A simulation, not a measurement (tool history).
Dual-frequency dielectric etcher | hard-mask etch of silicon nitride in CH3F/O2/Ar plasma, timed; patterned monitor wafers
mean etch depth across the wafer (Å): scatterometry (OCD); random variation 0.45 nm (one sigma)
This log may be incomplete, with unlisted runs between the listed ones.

run  hour  source power (kW)  bias power (kW)  etch time (s)  mean etch depth across the wafer (Å)
  1   0.0              0.370            0.071          165.5                                1096.8
  2   1.4              0.370            0.071          153.0                                1016.8
  3   7.1              0.400            0.073          153.5                                1062.4
  4  15.0              0.400            0.082          153.5                                1098.6
  5  22.7              0.420            0.083          153.5                                1124.9
  6  31.4              0.440            0.084          153.5                                1158.1

Run 7 comes next. What will it give?
  7  35.6              0.450            0.084          153.5                                     ?

Run 7 gave mean etch depth across the wafer (Å) 1161.4.
